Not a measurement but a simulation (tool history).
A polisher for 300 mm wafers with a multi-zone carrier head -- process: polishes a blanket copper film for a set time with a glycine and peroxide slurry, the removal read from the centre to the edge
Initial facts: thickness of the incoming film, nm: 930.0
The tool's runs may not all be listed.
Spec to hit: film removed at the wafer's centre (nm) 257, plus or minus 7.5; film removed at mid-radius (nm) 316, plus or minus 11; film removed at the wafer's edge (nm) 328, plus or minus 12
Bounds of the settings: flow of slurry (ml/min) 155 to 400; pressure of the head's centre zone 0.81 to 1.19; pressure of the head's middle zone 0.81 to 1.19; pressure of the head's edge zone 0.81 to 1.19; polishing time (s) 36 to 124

run  hour  flow of slurry (ml/min)  pressure of the head's centre zone  pressure of the head's middle zone  pressure of the head's edge zone  polishing time (s)  film removed at the wafer's centre (nm)  film removed at mid-radius (nm)  film removed at the wafer's edge (nm)
  1     0                      255                                   1                                   1                                 1                  79                                   273.96                            298.7                                 309.18
  2   5.3                      255                                   1                                   1                              1.08                  79                                   271.02                           298.36                                 321.63
  3   7.7                      255                                0.99                                1.01                              1.08                  79                                   268.41                            303.4                                 317.69
  4  15.5                      255                                0.99                                1.01                              1.02                  79                                   271.23                           300.31                                 312.34
  5  18.8                      255                                0.98                                1.02                              1.03                  79                                   266.44                           298.82                                    316
  6  21.7                      255                                0.98                                1.02                              1.03                  67                                   227.71                           252.99                                 263.94
  7  24.3                      260                                0.98                                1.03                              1.05                  69                                   233.27                           267.28                                 274.06
  8    27                      265                                0.98                                1.03                              1.07                  71                                   241.89                           277.12                                 287.69
  9  30.7                      280                                0.98                                1.04                              1.09                  71                                   243.18                           279.15                                 293.61
 10  31.5                      295                                0.98                                1.06                              1.11                  71                                   244.13                           278.22                                 296.34
 11  34.1                      295                                0.98                                1.08                              1.12                  72                                   249.74                           292.64                                 299.97

5 candidate next runs follow, results not yet known. Just one meets every target within its allowed miss. Identify it.
  A  36.7                      235                                0.92                                1.16                              1.08                  75                                        ?                                ?                                      ?
  B  36.7                      280                                1.07                                1.19                              1.07                  68                                        ?                                ?                                      ?
  C  36.7                      255                                 0.9                                1.02                              1.04                  83                                        ?                                ?                                      ?
  D  36.7                      270                                0.94                                1.15                              1.15                  79                                        ?                                ?                                      ?
  E  36.7                      315                                0.92                                1.15                              1.13                  73                                        ?                                ?                                      ?

move  film removed at the wafer's centre (nm)  film removed at mid-radius (nm)  film removed at the wafer's edge (nm)
   A                                   237.95                           310.68                                 297.11
   B                                   257.08                           293.29                                 272.03
   C                                   259.98                            311.7                                 325.77
   D                                   260.67                           329.93                                 326.73
   E                                   239.65                           309.57                                 302.76
A: lands further from the targets than the last run did
B: lands further from the targets than the last run did
C: every result within its allowed miss
D: meets the target for the result that was furthest off, but another lies outside its allowed miss
E: neither nearer nor further off than the last run
Correct choice: C, which meets every target

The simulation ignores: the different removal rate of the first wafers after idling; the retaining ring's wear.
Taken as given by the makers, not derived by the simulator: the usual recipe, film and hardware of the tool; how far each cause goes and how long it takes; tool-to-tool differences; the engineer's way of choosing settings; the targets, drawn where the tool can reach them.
